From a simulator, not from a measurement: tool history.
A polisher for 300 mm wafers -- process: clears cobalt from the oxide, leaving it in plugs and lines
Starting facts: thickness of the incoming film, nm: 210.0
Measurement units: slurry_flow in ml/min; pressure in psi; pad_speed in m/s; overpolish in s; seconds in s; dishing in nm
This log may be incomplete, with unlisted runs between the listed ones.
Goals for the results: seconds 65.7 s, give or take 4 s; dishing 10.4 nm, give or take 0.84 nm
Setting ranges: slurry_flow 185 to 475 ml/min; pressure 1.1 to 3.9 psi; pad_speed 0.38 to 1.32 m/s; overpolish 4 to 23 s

| run | hour | slurry_flow | pressure | pad_speed | overpolish | seconds | dishing |
|---|---|---|---|---|---|---|---|
| 1 | 0 | 305 | 2.5 | 0.84 | 12 | 35.678 | 39.663 |
| 2 | 8.2 | 355 | 2.5 | 0.84 | 12 | 33.884 | 40.507 |
| 3 | 16.9 | 355 | 2.5 | 0.68 | 12 | 41.751 | 36.375 |
| 4 | 25.3 | 380 | 2.2 | 0.66 | 10 | 49.925 | 28.492 |
| 5 | 30.1 | 400 | 2 | 0.68 | 9 | 54.217 | 24.421 |
| 6 | 36.5 | 415 | 1.8 | 0.7 | 8 | 55.789 | 21.375 |
| 7 | 44.3 | 475 | 1.1 | 0.68 | 4 | 94.351 | 7.7608 |
| 8 | 51.5 | 475 | 1.4 | 0.9 | 4 | 56.431 | 11.99 |

Pick the move, out of 4, that brings all results within their allowed miss; only one does.
| A | 58.7 | 475 | 1.4 | 1.16 | 4 | ? | ? |
| B | 58.7 | 410 | 1.1 | 1 | 4 | ? | ? |
| C | 58.7 | 465 | 1.3 | 0.7 | 6 | ? | ? |
| D | 58.7 | 475 | 1.7 | 0.74 | 4 | ? | ? |

| move | seconds | dishing |
|---|---|---|
| A | 43.659 | 15.462 |
| B | 63.914 | 10.98 |
| C | 76.597 | 13.471 |
| D | 56.188 | 12.346 |
A: further off than the last run
B: hits every target within its allowed miss
C: takes the biggest miss from the last run beyond its target
D: about the same distance from the targets as the last run
Go with B: it meets all targets.
